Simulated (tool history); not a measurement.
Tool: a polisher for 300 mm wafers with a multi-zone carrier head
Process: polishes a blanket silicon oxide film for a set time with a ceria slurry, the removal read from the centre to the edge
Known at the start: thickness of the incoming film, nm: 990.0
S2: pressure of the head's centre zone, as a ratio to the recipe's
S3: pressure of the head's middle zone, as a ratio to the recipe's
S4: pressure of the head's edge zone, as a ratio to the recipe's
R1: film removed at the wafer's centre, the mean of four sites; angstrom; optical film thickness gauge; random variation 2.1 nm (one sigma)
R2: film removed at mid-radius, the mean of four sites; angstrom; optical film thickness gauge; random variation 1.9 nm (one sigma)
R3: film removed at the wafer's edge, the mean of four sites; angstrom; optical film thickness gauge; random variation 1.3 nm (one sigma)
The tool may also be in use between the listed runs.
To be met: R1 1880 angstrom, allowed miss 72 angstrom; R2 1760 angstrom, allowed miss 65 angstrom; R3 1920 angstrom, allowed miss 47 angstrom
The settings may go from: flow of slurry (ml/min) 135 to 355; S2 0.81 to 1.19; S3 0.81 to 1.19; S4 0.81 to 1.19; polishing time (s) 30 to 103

Run 1, hour 0: flow of slurry (ml/min) 225, S2 1, S3 1, S4 1, polishing time (s) 66. Result: R1 3114.5 angstrom, R2 3170.6 angstrom, R3 3259.7 angstrom.
Run 2, hour 8.6: flow of slurry (ml/min) 220, S2 1, S3 0.98, S4 0.98, polishing time (s) 62. Result: R1 2918 angstrom, R2 2853 angstrom, R3 3045.1 angstrom.
Run 3, hour 10.6: flow of slurry (ml/min) 220, S2 1, S3 0.98, S4 0.96, polishing time (s) 58. Result: R1 2714.2 angstrom, R2 2733.9 angstrom, R3 2837.8 angstrom.
Run 4, hour 18.6: flow of slurry (ml/min) 220, S2 1, S3 0.97, S4 0.95, polishing time (s) 55. Result: R1 2542 angstrom, R2 2534.8 angstrom, R3 2659.4 angstrom.
Run 5, hour 25.2: flow of slurry (ml/min) 220, S2 1, S3 0.96, S4 0.94, polishing time (s) 53. Result: R1 2505.9 angstrom, R2 2414 angstrom, R3 2522.5 angstrom.
Run 6, hour 32.6: flow of slurry (ml/min) 255, S2 1, S3 0.96, S4 0.94, polishing time (s) 53. Result: R1 2598.3 angstrom, R2 2451.7 angstrom, R3 2586.4 angstrom.
Run 7, hour 36: flow of slurry (ml/min) 250, S2 0.99, S3 0.95, S4 0.93, polishing time (s) 51. Result: R1 2442.1 angstrom, R2 2393.1 angstrom, R3 2426 angstrom.
Run 8, hour 38: flow of slurry (ml/min) 240, S2 0.99, S3 0.93, S4 0.92, polishing time (s) 50. Result: R1 2331.3 angstrom, R2 2297.9 angstrom, R3 2357.4 angstrom.
Run 9, hour 45.1: flow of slurry (ml/min) 235, S2 0.99, S3 0.91, S4 0.92, polishing time (s) 49. Result: R1 2348.4 angstrom, R2 2180.2 angstrom, R3 2323.2 angstrom.
Run 10, hour 51.9: flow of slurry (ml/min) 230, S2 0.98, S3 0.9, S4 0.91, polishing time (s) 48. Result: R1 2274.4 angstrom, R2 2101.1 angstrom, R3 2263 angstrom.
Run 11, hour 54.6: flow of slurry (ml/min) 230, S2 0.97, S3 0.89, S4 0.9, polishing time (s) 47. Result: R1 2184.1 angstrom, R2 2011 angstrom, R3 2203.4 angstrom.
Run 12, hour 62.2: flow of slurry (ml/min) 230, S2 0.96, S3 0.89, S4 0.89, polishing time (s) 46. Result: R1 2117 angstrom, R2 1956 angstrom, R3 2155.7 angstrom.
Run 13, hour 71.1: flow of slurry (ml/min) 230, S2 0.96, S3 0.89, S4 0.88, polishing time (s) 45. Result: R1 2073 angstrom, R2 1933.1 angstrom, R3 2104.8 angstrom.
Run 14, hour 75.7: flow of slurry (ml/min) 230, S2 0.96, S3 0.89, S4 0.87, polishing time (s) 45. Result: R1 2041 angstrom, R2 1986 angstrom, R3 2079.4 angstrom.
Run 15, hour 81.2: flow of slurry (ml/min) 180, S2 0.95, S3 0.81, S4 0.82, polishing time (s) 42. Result: R1 1827.8 angstrom, R2 1598.7 angstrom, R3 1839.5 angstrom.
Run 16, hour 85.7: flow of slurry (ml/min) 185, S2 0.95, S3 0.82, S4 0.82, polishing time (s) 42. Result: R1 1827.1 angstrom, R2 1665.2 angstrom, R3 1837.2 angstrom.
Run 17, hour 89.4: flow of slurry (ml/min) 190, S2 0.95, S3 0.82, S4 0.82, polishing time (s) 42. Result: R1 1850.4 angstrom, R2 1623.9 angstrom, R3 1868.5 angstrom.

Which of these 5 next moves meets every target?
Run A, hour 93.1: flow of slurry (ml/min) 215, S2 0.93, S3 0.88, S4 0.81, polishing time (s) 40. Result: R1 ?, R2 ?, R3 ?.
Run B, hour 93.1: flow of slurry (ml/min) 200, S2 0.94, S3 0.85, S4 0.82, polishing time (s) 43. Result: R1 ?, R2 ?, R3 ?.
Run C, hour 93.1: flow of slurry (ml/min) 155, S2 0.99, S3 1, S4 0.81, polishing time (s) 42. Result: R1 ?, R2 ?, R3 ?.
Run D, hour 93.1: flow of slurry (ml/min) 190, S2 0.99, S3 0.98, S4 0.81, polishing time (s) 41. Result: R1 ?, R2 ?, R3 ?.
Run E, hour 93.1: flow of slurry (ml/min) 260, S2 0.96, S3 0.83, S4 0.9, polishing time (s) 39. Result: R1 ?, R2 ?, R3 ?.

move      R1      R2      R3
   A  1726.2  1689.8  1783.3
   B  1851.8  1745.2  1911.8
   C  1805.9  1857.8  1788.3
   D  1844.1  1856.4  1798.4
   E  1787.3  1610.6  1859.6
A: further off than the last run
B: meets every target
C: takes the result that was furthest off past its target
D: takes the result that was furthest off past its target
E: further off than the last run
Move B is the one to make.

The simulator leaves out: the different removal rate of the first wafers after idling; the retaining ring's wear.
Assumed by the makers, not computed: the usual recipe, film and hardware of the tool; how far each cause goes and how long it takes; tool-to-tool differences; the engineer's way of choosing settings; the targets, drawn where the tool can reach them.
